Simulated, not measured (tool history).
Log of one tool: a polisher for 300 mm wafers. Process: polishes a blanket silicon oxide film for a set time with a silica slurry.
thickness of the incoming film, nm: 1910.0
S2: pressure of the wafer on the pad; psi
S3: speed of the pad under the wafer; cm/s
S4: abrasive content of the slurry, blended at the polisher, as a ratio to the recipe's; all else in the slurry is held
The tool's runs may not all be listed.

Run 1, hour 0: flow of slurry (ml/min) 205, S2 4.8 psi, S3 134 cm/s, S4 1, polishing time (s) 25. Result: film removed (Å) 934.91.
Run 2, hour 1: flow of slurry (ml/min) 205, S2 5 psi, S3 134 cm/s, S4 1, polishing time (s) 25. Result: film removed (Å) 1007.2.
Run 3, hour 7.4: flow of slurry (ml/min) 165, S2 5 psi, S3 134 cm/s, S4 1, polishing time (s) 25. Result: film removed (Å) 975.67.
Run 4, hour 16.4: flow of slurry (ml/min) 165, S2 5 psi, S3 134 cm/s, S4 1.2, polishing time (s) 25. Result: film removed (Å) 1014.6.
Run 5, hour 20.7: flow of slurry (ml/min) 165, S2 5.2 psi, S3 134 cm/s, S4 1.2, polishing time (s) 25. Result: film removed (Å) 1064.8.
Run 6, hour 24.8: flow of slurry (ml/min) 165, S2 5.3 psi, S3 134 cm/s, S4 1.2, polishing time (s) 25. Result: film removed (Å) 1074.8.
Run 7, hour 27.2: flow of slurry (ml/min) 165, S2 5.4 psi, S3 134 cm/s, S4 1.2, polishing time (s) 25. Result: film removed (Å) 1104.7.
Run 8, hour 27.8: flow of slurry (ml/min) 165, S2 5.5 psi, S3 134 cm/s, S4 1.2, polishing time (s) 25. Result: film removed (Å) 1110.7.
Run 9, hour 28.5: flow of slurry (ml/min) 165, S2 5.6 psi, S3 134 cm/s, S4 1.2, polishing time (s) 25. Result: film removed (Å) 1168.1.
Run 10, hour 35.7: flow of slurry (ml/min) 165, S2 5.6 psi, S3 134 cm/s, S4 1.2, polishing time (s) 25. Result: film removed (Å) 1147.2.

Expected results for the next run?
Run 11, hour 36.7: flow of slurry (ml/min) 165, S2 5.7 psi, S3 134 cm/s, S4 1.2, polishing time (s) 25. Result: film removed (Å) ?.

Run 11 yielded film removed (Å) 1145.1.

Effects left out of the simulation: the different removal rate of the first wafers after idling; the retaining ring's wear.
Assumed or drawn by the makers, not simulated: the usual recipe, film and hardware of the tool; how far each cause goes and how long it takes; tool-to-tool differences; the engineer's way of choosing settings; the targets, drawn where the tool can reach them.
